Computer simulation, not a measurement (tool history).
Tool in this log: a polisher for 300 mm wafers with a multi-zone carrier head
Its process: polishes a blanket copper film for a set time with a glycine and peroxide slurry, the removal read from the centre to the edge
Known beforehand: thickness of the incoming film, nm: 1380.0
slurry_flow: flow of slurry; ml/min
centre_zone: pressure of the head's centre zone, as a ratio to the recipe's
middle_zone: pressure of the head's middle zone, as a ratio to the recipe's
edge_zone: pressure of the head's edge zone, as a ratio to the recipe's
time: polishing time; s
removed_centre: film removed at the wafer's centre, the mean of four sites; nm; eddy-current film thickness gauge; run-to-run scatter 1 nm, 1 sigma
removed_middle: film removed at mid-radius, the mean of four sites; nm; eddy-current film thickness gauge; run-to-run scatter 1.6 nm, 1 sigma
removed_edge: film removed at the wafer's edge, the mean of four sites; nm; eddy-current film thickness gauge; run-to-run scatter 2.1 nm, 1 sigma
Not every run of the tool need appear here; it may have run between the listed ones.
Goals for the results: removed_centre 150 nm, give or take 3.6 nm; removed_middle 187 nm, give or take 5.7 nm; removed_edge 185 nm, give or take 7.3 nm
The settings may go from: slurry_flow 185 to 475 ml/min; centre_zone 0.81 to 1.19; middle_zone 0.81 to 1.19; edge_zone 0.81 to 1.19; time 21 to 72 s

run  hour  slurry_flow  centre_zone  middle_zone  edge_zone  time  removed_centre  removed_middle  removed_edge
  1     0          305            1            1          1    46          196.42          195.58        190.07
  2     6          295         0.96            1       1.01    46          189.17          195.66        194.17
  3    12          295         0.96         1.05       1.01    46          190.13          204.86        190.66
  4  15.2          295         0.96         1.02       1.01    46          189.94          201.59        197.17
  5  22.2          295         0.96         1.02       1.01    36          147.34          158.64        153.91
  6  23.2          300         0.94         1.04       1.04    37          151.27          166.87        159.06
  7    27          295         0.91         1.04       1.06    38          147.42           167.4        164.88
  8  33.8          295          0.9         1.05       1.08    39          147.37          175.03        167.01
  9  38.5          295         0.89         1.05       1.09    40          151.57          179.07        169.33

4 candidate next runs follow, results not yet known. Just one meets every target within its allowed miss. Identify it.
  A  43.2          300         0.84         1.14       1.19    41               ?               ?             ?
  B  43.2          295         0.84         1.03        1.1    42               ?               ?             ?
  C  43.2          315         0.86         0.97       1.08    40               ?               ?             ?
  D  43.2          265         0.92         1.03       1.07    40               ?               ?             ?

move  removed_centre  removed_middle  removed_edge
   A          147.86          196.41        185.49
   B          151.04          184.17        184.23
   C          148.37          167.87        175.28
   D          155.51          173.17        171.98
A: gets the furthest-off result to its target, but another result is out of tolerance
B: all results land within tolerance of their targets
C: lands further from the targets than the last run did
D: lands further from the targets than the last run did
Correct choice: B, which meets every target

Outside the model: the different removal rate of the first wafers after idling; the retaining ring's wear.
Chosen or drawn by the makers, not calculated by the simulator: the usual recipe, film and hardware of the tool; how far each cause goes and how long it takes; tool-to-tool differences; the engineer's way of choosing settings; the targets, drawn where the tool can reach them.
